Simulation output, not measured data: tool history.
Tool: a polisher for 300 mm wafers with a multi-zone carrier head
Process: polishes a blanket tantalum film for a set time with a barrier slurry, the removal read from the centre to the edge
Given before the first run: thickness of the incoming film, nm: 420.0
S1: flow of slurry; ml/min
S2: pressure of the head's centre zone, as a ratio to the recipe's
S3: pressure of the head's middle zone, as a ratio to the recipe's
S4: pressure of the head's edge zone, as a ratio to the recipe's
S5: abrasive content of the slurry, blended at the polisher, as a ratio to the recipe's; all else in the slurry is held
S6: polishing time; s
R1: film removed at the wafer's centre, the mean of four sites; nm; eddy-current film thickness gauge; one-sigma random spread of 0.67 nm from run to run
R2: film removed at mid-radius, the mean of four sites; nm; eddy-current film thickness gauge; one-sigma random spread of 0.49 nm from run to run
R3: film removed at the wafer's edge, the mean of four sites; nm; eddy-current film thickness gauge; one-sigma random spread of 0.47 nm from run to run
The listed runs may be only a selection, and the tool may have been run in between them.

| run | hour | S1 | S2 | S3 | S4 | S5 | S6 | R1 | R2 | R3 |
|---|---|---|---|---|---|---|---|---|---|---|
| 1 | 0.0 | 120 | 1.00 | 1.00 | 1.00 | 1.00 | 42 | 31.685 | 33.019 | 31.370 |
| 2 | 7.8 | 125 | 1.02 | 1.02 | 1.01 | 1.05 | 42 | 33.925 | 34.591 | 31.977 |
| 3 | 10.9 | 130 | 1.02 | 1.03 | 1.02 | 1.10 | 42 | 34.753 | 34.972 | 33.179 |
| 4 | 16.1 | 130 | 1.02 | 1.03 | 1.02 | 1.10 | 48 | 40.642 | 39.861 | 38.084 |
| 5 | 23.3 | 135 | 1.02 | 1.04 | 1.02 | 1.10 | 48 | 39.905 | 40.392 | 37.597 |
| 6 | 29.0 | 135 | 1.03 | 1.05 | 1.02 | 1.10 | 48 | 40.481 | 40.569 | 38.662 |

Run 7, settings as shown, results not yet in. Your forecast:
| 7 | 37.8 | 140 | 1.04 | 1.06 | 1.00 | 1.10 | 48 | ? | ? | ? |

Run 7 measured R1 41.435 nm, R2 42.062 nm, R3 37.776 nm.
